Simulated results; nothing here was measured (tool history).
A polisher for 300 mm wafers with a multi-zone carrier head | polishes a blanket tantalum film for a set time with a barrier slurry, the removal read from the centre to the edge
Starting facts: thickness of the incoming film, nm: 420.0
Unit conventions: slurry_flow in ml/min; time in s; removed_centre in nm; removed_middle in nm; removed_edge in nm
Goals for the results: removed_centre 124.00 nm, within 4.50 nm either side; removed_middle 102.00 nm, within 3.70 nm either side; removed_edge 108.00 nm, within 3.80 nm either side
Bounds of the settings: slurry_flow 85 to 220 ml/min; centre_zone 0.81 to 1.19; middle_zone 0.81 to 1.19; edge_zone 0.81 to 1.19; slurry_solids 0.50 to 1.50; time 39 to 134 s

run	hour	slurry_flow	centre_zone	middle_zone	edge_zone	slurry_solids	time	removed_centre	removed_middle	removed_edge
1	0.0	140	1.00	1.00	1.00	1.00	86	105.51	105.32	107.22
2	3.4	120	1.00	1.00	1.00	1.00	86	101.37	100.20	105.92
3	11.9	120	1.00	1.00	1.00	1.00	107	127.11	126.81	130.69
4	16.2	120	1.00	1.00	1.00	0.85	107	120.01	118.57	123.66
5	19.1	120	1.00	1.00	1.00	1.00	107	126.89	127.33	127.67
6	25.5	115	1.02	0.98	0.96	0.95	106	126.93	120.58	123.17
7	27.4	110	1.03	0.96	0.93	0.90	106	125.04	114.41	120.43
8	29.6	110	1.04	0.96	0.91	0.85	106	121.32	115.23	118.49
9	34.5	110	1.07	0.94	0.89	0.80	105	124.25	110.08	112.84
10	38.0	110	1.07	0.94	0.89	0.80	105	122.34	109.54	112.60
11	46.5	105	1.08	0.93	0.89	0.80	105	125.33	106.14	114.87
12	49.7	105	1.09	0.93	0.87	0.80	105	125.13	106.36	110.71
13	58.2	100	1.09	0.93	0.87	0.80	105	123.60	105.72	110.01

Which one of the following 4 next-run settings gets every result inside its allowed miss? There is exactly one.
A	66.7	100	0.98	0.88	0.81	0.90	105	?	?	?
B	66.7	85	1.09	0.90	0.82	0.70	111	?	?	?
C	66.7	105	1.02	0.94	0.84	0.90	104	?	?	?
D	66.7	115	1.07	0.92	0.86	0.95	102	?	?	?

move	removed_centre	removed_middle	removed_edge
A	118.07	106.17	111.46
B	125.32	103.51	108.23
C	122.96	111.97	112.73
D	130.56	111.03	114.55
A: misses by more than the last run did
B: all results in spec
C: misses by more than the last run did
D: misses by more than the last run did
Go with B: it meets all targets.
